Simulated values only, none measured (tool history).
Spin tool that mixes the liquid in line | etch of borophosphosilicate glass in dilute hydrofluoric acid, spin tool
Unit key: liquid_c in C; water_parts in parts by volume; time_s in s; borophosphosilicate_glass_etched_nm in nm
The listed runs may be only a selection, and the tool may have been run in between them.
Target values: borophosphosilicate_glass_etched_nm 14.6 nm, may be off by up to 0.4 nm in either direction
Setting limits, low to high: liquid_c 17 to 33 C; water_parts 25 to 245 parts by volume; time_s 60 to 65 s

run	hour	liquid_c	water_parts	time_s	borophosphosilicate_glass_etched_nm
1	0	25	135	60	25.683
2	1.7	22.5	145	60	21.475
3	7	21	150	60	19.605
4	15.9	19	150	60	18.01
5	17.1	19	150	65	19.633
6	19.3	19	150	60	17.966
7	27.1	18.5	155	60	16.858
8	29.8	18	160	60	16.058
9	33.2	17.5	160	60	15.583

Below are 4 possible settings for the next run. Only one of them brings all results inside the allowed miss of their targets. Which is it?
A	36.6	18	175	65	?
B	36.6	17.5	170	65	?
C	36.6	19	155	60	?
D	36.6	17	180	65	?

move	borophosphosilicate_glass_etched_nm
A	15.409
B	15.622
C	17.048
D	14.323
A: moves toward the targets from the last run without getting all of them in spec
B: neither nearer nor further off than the last run
C: lands further from the targets than the last run did
D: meets every target
Move D is the one to make.
